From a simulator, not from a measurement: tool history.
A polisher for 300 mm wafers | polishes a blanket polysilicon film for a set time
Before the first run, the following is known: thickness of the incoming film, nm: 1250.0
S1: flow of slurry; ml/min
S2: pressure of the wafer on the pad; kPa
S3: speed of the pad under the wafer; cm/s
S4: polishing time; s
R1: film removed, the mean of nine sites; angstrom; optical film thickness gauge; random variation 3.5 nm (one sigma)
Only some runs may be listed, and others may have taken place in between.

| run | day | S1 | S2 | S3 | S4 | R1 |
|---|---|---|---|---|---|---|
| 1 | 0 | 260 | 16.5 | 116 | 22 | 2041.5 |
| 2 | 0.1 | 260 | 16.5 | 136 | 22 | 2320 |
| 3 | 0.242 | 260 | 17.2 | 136 | 22 | 2498.9 |
| 4 | 0.504 | 260 | 17.9 | 136 | 22 | 2476.8 |
| 5 | 0.675 | 260 | 15.9 | 136 | 22 | 2301 |
| 6 | 0.75 | 260 | 15.9 | 136 | 20 | 2110.4 |
| 7 | 0.908 | 260 | 16.5 | 136 | 20 | 2179.6 |
| 8 | 1.262 | 260 | 17.2 | 136 | 20 | 2182.7 |
| 9 | 1.596 | 260 | 17.9 | 138 | 20 | 2293.1 |
| 10 | 1.625 | 260 | 18.6 | 138 | 20 | 2410.5 |

Forecast run 11:
| 11 | 1.775 | 260 | 19.3 | 138 | 20 | ? |

R1: 2455.2 angstrom

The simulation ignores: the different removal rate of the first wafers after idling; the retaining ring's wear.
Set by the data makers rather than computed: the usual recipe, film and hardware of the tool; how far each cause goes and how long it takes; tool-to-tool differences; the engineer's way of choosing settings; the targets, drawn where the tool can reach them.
